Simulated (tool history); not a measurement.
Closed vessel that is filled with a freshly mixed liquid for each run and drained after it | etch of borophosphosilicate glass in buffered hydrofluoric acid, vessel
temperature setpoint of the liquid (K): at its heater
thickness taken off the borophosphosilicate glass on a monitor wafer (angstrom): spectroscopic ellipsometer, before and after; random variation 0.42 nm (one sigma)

| run | day | temperature setpoint of the liquid (K) | parts of 40 % ammonium fluoride to one part of 49 % hydrofluoric acid (parts by volume) | time in the liquid (s) | thickness taken off the borophosphosilicate glass on a monitor wafer (angstrom) |
|---|---|---|---|---|---|
| 1 | 0.000 | 294.15 | 7.5 | 30 | 484.68 |
| 2 | 0.079 | 294.15 | 8.5 | 30 | 425.02 |
| 3 | 0.117 | 290.65 | 8.5 | 30 | 348.67 |
| 4 | 0.312 | 290.15 | 8.5 | 30 | 338.89 |
| 5 | 0.538 | 290.15 | 8.5 | 30 | 343.45 |
| 6 | 0.675 | 290.15 | 10.0 | 30 | 294.87 |
| 7 | 0.842 | 292.65 | 9.0 | 30 | 367.31 |
| 8 | 1.000 | 294.65 | 8.0 | 30 | 467.86 |
| 9 | 1.154 | 298.65 | 5.5 | 30 | 832.58 |
| 10 | 1.454 | 299.15 | 5.5 | 30 | 843.95 |

Forecast run 11:
| 11 | 1.492 | 299.65 | 5.5 | 30 | ? |

Run 11 gave thickness taken off the borophosphosilicate glass on a monitor wafer (angstrom) 875.76.
